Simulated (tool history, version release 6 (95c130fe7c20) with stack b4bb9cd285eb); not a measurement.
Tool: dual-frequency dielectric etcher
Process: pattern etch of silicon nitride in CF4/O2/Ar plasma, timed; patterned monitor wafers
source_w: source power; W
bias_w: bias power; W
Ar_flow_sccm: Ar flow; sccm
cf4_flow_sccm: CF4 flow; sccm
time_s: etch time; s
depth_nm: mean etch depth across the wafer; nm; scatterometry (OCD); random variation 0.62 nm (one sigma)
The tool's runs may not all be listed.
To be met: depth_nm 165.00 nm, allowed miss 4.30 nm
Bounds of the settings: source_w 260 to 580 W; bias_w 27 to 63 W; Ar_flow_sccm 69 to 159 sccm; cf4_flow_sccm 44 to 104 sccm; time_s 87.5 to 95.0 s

{"run": 1, "hour": 0.0, "source_w": 420, "bias_w": 45, "Ar_flow_sccm": 114, "cf4_flow_sccm": 74, "time_s": 95.0, "depth_nm": 146.46}
{"run": 2, "hour": 6.0, "source_w": 440, "bias_w": 45, "Ar_flow_sccm": 114, "cf4_flow_sccm": 74, "time_s": 95.0, "depth_nm": 154.69}
{"run": 3, "hour": 10.8, "source_w": 440, "bias_w": 38, "Ar_flow_sccm": 114, "cf4_flow_sccm": 74, "time_s": 95.0, "depth_nm": 142.46}
{"run": 4, "hour": 19.2, "source_w": 440, "bias_w": 38, "Ar_flow_sccm": 129, "cf4_flow_sccm": 74, "time_s": 95.0, "depth_nm": 139.56}
{"run": 5, "hour": 26.5, "source_w": 460, "bias_w": 38, "Ar_flow_sccm": 129, "cf4_flow_sccm": 74, "time_s": 95.0, "depth_nm": 146.41}
{"run": 6, "hour": 35.3, "source_w": 480, "bias_w": 38, "Ar_flow_sccm": 129, "cf4_flow_sccm": 74, "time_s": 95.0, "depth_nm": 152.71}
{"run": 7, "hour": 39.5, "source_w": 490, "bias_w": 38, "Ar_flow_sccm": 129, "cf4_flow_sccm": 74, "time_s": 95.0, "depth_nm": 155.77}
{"run": 8, "hour": 48.2, "source_w": 500, "bias_w": 38, "Ar_flow_sccm": 129, "cf4_flow_sccm": 74, "time_s": 95.0, "depth_nm": 158.67}

5 next moves are on the table. One of them brings every result within its allowed miss. Which?
{"run": "A", "hour": 56.9, "source_w": 500, "bias_w": 41, "Ar_flow_sccm": 121, "cf4_flow_sccm": 74, "time_s": 89.0, "depth_nm": "?"}
{"run": "B", "hour": 56.9, "source_w": 500, "bias_w": 38, "Ar_flow_sccm": 136, "cf4_flow_sccm": 69, "time_s": 95.0, "depth_nm": "?"}
{"run": "C", "hour": 56.9, "source_w": 510, "bias_w": 38, "Ar_flow_sccm": 138, "cf4_flow_sccm": 79, "time_s": 91.5, "depth_nm": "?"}
{"run": "D", "hour": 56.9, "source_w": 530, "bias_w": 39, "Ar_flow_sccm": 144, "cf4_flow_sccm": 78, "time_s": 93.5, "depth_nm": "?"}
{"run": "E", "hour": 56.9, "source_w": 490, "bias_w": 39, "Ar_flow_sccm": 132, "cf4_flow_sccm": 77, "time_s": 95.0, "depth_nm": "?"}

move=A depth_nm=154.96
move=B depth_nm=155.38
move=C depth_nm=155.20
move=D depth_nm=165.41
move=E depth_nm=157.34
A: further off than the last run
B: further off than the last run
C: further off than the last run
D: meets every target
E: further off than the last run
Answer: D
